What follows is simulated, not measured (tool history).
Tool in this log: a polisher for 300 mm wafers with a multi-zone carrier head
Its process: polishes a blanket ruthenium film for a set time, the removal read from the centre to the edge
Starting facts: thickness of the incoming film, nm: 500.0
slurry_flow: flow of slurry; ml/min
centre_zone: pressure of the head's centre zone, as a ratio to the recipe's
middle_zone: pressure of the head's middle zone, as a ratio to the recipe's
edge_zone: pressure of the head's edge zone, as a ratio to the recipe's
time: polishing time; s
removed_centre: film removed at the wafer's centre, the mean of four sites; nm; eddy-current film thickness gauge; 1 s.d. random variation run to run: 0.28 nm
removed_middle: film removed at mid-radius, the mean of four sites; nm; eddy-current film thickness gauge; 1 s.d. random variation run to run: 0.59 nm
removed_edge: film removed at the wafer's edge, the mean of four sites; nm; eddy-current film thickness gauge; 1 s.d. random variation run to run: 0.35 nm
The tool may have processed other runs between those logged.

run	hour	slurry_flow	centre_zone	middle_zone	edge_zone	time	removed_centre	removed_middle	removed_edge
1	0	315	1	1	1	73	64.318	61.706	62.035
2	7.8	315	0.95	1	1	73	60.145	61.748	62.744
3	10.1	315	0.95	0.94	1	73	59.782	58.357	62.334
4	14.2	310	0.92	0.93	0.96	71	57.292	57.645	59.267
5	22.2	335	0.92	0.93	0.96	71	57.931	56.069	60.149
6	23.2	315	0.9	0.92	0.94	69	54.401	54.993	57.727

Predict the results of run 7:
7	26.5	305	0.88	0.91	0.92	67	?	?	?

{"run 7": {"removed_centre": 51.265, "removed_middle": 52.142, "removed_edge": 54.359}}
